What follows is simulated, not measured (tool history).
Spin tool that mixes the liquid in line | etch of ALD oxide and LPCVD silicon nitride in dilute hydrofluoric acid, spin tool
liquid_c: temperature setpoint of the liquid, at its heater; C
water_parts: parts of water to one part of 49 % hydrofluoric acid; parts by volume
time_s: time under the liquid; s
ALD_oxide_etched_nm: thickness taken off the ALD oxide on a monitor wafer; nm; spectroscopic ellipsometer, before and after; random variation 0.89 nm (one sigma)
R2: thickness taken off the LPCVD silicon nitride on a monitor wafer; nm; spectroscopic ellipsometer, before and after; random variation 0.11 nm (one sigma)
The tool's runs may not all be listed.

Run 1, hour 0: liquid_c 25 C, water_parts 75 parts by volume, time_s 180 s. Result: ALD_oxide_etched_nm 23.766 nm, R2 1.1697 nm.
Run 2, hour 8.3: liquid_c 25 C, water_parts 60 parts by volume, time_s 180 s. Result: ALD_oxide_etched_nm 30.937 nm, R2 1.5099 nm.
Run 3, hour 9.4: liquid_c 25 C, water_parts 60 parts by volume, time_s 130 s. Result: ALD_oxide_etched_nm 22.085 nm, R2 1.0951 nm.
Run 4, hour 11.3: liquid_c 25 C, water_parts 75 parts by volume, time_s 130 s. Result: ALD_oxide_etched_nm 17.604 nm, R2 0.8706 nm.
Run 5, hour 14.2: liquid_c 25 C, water_parts 75 parts by volume, time_s 180 s. Result: ALD_oxide_etched_nm 23.851 nm, R2 1.1966 nm.
Run 6, hour 20.9: liquid_c 28 C, water_parts 75 parts by volume, time_s 180 s. Result: ALD_oxide_etched_nm 27.099 nm, R2 1.4547 nm.
Run 7, hour 24.8: liquid_c 28.5 C, water_parts 60 parts by volume, time_s 190 s. Result: ALD_oxide_etched_nm 37.797 nm, R2 2.0195 nm.
Run 8, hour 31.4: liquid_c 29 C, water_parts 50 parts by volume, time_s 195 s. Result: ALD_oxide_etched_nm 47.216 nm, R2 2.5853 nm.
Run 9, hour 36.4: liquid_c 29 C, water_parts 45 parts by volume, time_s 200 s. Result: ALD_oxide_etched_nm 53.448 nm, R2 2.9 nm.
Run 10, hour 40.3: liquid_c 29 C, water_parts 40 parts by volume, time_s 205 s. Result: ALD_oxide_etched_nm 63.067 nm, R2 3.4078 nm.
Run 11, hour 41.4: liquid_c 29 C, water_parts 35 parts by volume, time_s 205 s. Result: ALD_oxide_etched_nm 72.421 nm, R2 3.7168 nm.

Forecast run 12:
Run 12, hour 42: liquid_c 29.5 C, water_parts 35 parts by volume, time_s 205 s. Result: ALD_oxide_etched_nm ?, R2 ?.

{"run 12": {"ALD_oxide_etched_nm": 74.931, "R2": 4.0484}}
